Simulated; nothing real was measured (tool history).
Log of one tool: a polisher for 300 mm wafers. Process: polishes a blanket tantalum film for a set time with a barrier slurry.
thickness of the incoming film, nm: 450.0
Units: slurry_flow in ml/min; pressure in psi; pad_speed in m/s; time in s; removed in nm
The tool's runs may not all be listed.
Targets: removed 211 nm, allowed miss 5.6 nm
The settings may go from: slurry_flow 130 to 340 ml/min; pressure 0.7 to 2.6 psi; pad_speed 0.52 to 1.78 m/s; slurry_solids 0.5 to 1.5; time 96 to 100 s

run 1 hour=0 | slurry_flow=220 pressure=1.6 pad_speed=1.14 slurry_solids=1 time=96 | removed=154.49
run 2 hour=4.3 | slurry_flow=190 pressure=1.6 pad_speed=1.14 slurry_solids=1 time=96 | removed=151.3
run 3 hour=5.7 | slurry_flow=205 pressure=1.8 pad_speed=1.14 slurry_solids=1 time=96 | removed=169.44
run 4 hour=8.6 | slurry_flow=215 pressure=1.9 pad_speed=1.14 slurry_solids=1 time=96 | removed=178.86
run 5 hour=11.2 | slurry_flow=220 pressure=2 pad_speed=1.14 slurry_solids=1 time=96 | removed=187.49
run 6 hour=16.6 | slurry_flow=220 pressure=2 pad_speed=1.14 slurry_solids=1.1 time=96 | removed=194.67
run 7 hour=24.1 | slurry_flow=225 pressure=2 pad_speed=1.14 slurry_solids=1.1 time=96 | removed=196.29
run 8 hour=32 | slurry_flow=230 pressure=2 pad_speed=1.14 slurry_solids=1.1 time=96 | removed=194.26

Which of these 4 next moves meets every target?
run A hour=39.9 | slurry_flow=215 pressure=2.1 pad_speed=1.2 slurry_solids=1.1 time=97 | removed=?
run B hour=39.9 | slurry_flow=190 pressure=2 pad_speed=1.5 slurry_solids=0.85 time=100 | removed=?
run C hour=39.9 | slurry_flow=205 pressure=2.1 pad_speed=1.14 slurry_solids=1 time=98 | removed=?
run D hour=39.9 | slurry_flow=245 pressure=2.3 pad_speed=1.14 slurry_solids=1 time=100 | removed=?

move=A removed=213.41
move=B removed=225.65
move=C removed=199.99
move=D removed=226.64
A: meets every target
B: takes the result that was furthest off past its target
C: nearer than the last run, and not there yet
D: takes the result that was furthest off past its target
The right move is A.
